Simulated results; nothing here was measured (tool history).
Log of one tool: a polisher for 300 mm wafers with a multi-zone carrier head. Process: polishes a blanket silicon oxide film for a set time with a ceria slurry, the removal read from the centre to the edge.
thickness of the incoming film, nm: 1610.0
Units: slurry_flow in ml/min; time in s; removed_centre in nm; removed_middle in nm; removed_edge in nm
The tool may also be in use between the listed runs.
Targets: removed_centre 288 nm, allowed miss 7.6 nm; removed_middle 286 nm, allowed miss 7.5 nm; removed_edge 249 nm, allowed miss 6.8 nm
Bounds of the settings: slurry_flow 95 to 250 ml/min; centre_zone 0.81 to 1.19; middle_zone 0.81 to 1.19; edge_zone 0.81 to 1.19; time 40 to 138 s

run	hour	slurry_flow	centre_zone	middle_zone	edge_zone	time	removed_centre	removed_middle	removed_edge
1	0	160	1	1	1	88	401.2	407.65	406.16
2	5	160	1	1	0.92	88	407.58	416.3	393.37
3	8.4	160	1	0.97	0.92	88	404.45	410.12	393.13
4	10.3	160	1.01	0.98	0.89	79	371.77	367.06	345.74
5	19.1	160	1.01	0.98	0.95	79	371.06	367.23	351.39
6	27	160	1.01	0.98	0.92	73	339.91	338.8	322.57
7	31.6	155	1.02	0.99	0.89	69	324.19	322.56	303.81
8	32.7	155	1.03	1.01	0.87	65	309.3	309.87	277.84
9	38.3	145	1.04	1.01	0.85	64	302.09	299.49	269.94
10	40.7	125	1.07	1.05	0.81	59	281.39	275.35	241.62

Which of these 5 next moves meets every target?
A	43.1	140	1.05	1.04	0.81	60	?	?	?
B	43.1	180	1.04	1.1	0.9	56	?	?	?
C	43.1	150	1.13	1.17	0.81	55	?	?	?
D	43.1	110	1.14	1.09	0.83	57	?	?	?
E	43.1	170	1.1	1.11	0.82	54	?	?	?

move	removed_centre	removed_middle	removed_edge
A	283.92	286.6	250.23
B	271.94	285.92	250.27
C	283.24	285.69	230.55
D	282.54	271.44	234.73
E	275.35	275.37	230.28
A: meets every target
B: brings the result that was furthest off to its target, and leaves another outside
C: brings the result that was furthest off to its target, and leaves another outside
D: further off than the last run
E: further off than the last run
Answer: A
